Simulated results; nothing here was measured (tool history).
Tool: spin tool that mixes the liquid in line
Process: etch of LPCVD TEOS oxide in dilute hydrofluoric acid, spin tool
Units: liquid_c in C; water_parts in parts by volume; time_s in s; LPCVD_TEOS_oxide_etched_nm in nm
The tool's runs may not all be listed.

run 1 day=0 | liquid_c=23 water_parts=55 time_s=55 | LPCVD_TEOS_oxide_etched_nm=23.295
run 2 day=0.067 | liquid_c=24 water_parts=55 time_s=55 | LPCVD_TEOS_oxide_etched_nm=24.247
run 3 day=0.212 | liquid_c=24 water_parts=40 time_s=55 | LPCVD_TEOS_oxide_etched_nm=34.103
run 4 day=0.438 | liquid_c=25.5 water_parts=40 time_s=55 | LPCVD_TEOS_oxide_etched_nm=36.575
run 5 day=0.538 | liquid_c=24.5 water_parts=40 time_s=55 | LPCVD_TEOS_oxide_etched_nm=34.846
run 6 day=0.808 | liquid_c=24 water_parts=40 time_s=55 | LPCVD_TEOS_oxide_etched_nm=34.96
run 7 day=0.925 | liquid_c=23 water_parts=40 time_s=55 | LPCVD_TEOS_oxide_etched_nm=32.799
run 8 day=1.146 | liquid_c=22.5 water_parts=40 time_s=55 | LPCVD_TEOS_oxide_etched_nm=31.806

Run 9 comes next. What will it give?
run 9 day=1.171 | liquid_c=22 water_parts=40 time_s=55 | LPCVD_TEOS_oxide_etched_nm=?

{"run 9": {"LPCVD_TEOS_oxide_etched_nm": 31.487}}
